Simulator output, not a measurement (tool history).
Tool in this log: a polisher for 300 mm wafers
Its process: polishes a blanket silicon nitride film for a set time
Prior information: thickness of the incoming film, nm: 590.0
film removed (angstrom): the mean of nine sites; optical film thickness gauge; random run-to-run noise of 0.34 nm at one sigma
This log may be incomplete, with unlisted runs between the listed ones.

run,hour,flow of slurry (ml/min),pressure of the wafer on the pad (kPa),speed of the pad under the wafer (cm/s),polishing time (s),film removed (angstrom)
1,0,240,30.3,94,42,679.97
2,3.5,235,28.3,94,42,645.2
3,6.3,235,26.9,94,42,610.85
4,11.7,230,26.2,94,42,595.59
# hour 15.4: slurry nozzle cleaned
5,15.4,225,25.5,94,42,623.74
6,21.2,250,24.8,94,42,615.17

For run 7, what comes out?
7,29.5,230,24.8,94,42,?

{"run 7": {"film removed (angstrom)": 604.78}}

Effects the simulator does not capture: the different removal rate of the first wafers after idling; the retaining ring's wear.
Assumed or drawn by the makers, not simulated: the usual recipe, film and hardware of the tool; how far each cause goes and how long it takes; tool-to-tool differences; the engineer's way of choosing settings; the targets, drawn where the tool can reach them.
